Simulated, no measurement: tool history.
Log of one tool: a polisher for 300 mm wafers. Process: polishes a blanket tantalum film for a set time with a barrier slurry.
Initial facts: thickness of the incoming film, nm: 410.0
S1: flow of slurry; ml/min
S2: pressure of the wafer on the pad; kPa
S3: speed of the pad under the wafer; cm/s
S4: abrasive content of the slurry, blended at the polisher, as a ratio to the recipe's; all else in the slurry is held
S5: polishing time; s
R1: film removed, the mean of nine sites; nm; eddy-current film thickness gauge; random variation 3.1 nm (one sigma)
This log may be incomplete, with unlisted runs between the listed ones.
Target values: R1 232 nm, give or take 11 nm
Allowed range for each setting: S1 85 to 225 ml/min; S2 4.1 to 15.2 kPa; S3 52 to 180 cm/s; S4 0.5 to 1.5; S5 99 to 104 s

run	hour	S1	S2	S3	S4	S5	R1
1	0	145	9.7	116	1	99	120.3
2	4.5	145	11	118	1	99	134.98
3	12.3	145	12.4	124	1	99	159.19
4	18.6	145	13.1	128	1	99	175.77
5	20.8	145	13.1	138	1	99	182.5
6	25.5	145	13.1	138	0.9	99	184.75
7	28.2	145	13.8	140	0.9	99	185.7
8	30.9	145	14.5	144	0.9	99	205.35

Which of these 5 next moves meets every target?
A	33.6	120	15.2	136	0.8	99	?
B	33.6	150	15.2	166	1	101	?
C	33.6	160	14.5	148	1.35	99	?
D	33.6	205	15.2	114	1.15	104	?
E	33.6	160	14.5	136	0.95	99	?

move	R1
A	184.81
B	255.06
C	232.99
D	198.04
E	197.41
A: its largest miss is bigger than the last run's
B: takes the result that was furthest off past its target
C: meets every target
D: its largest miss is bigger than the last run's
E: its largest miss is bigger than the last run's
The move that meets every target is C.
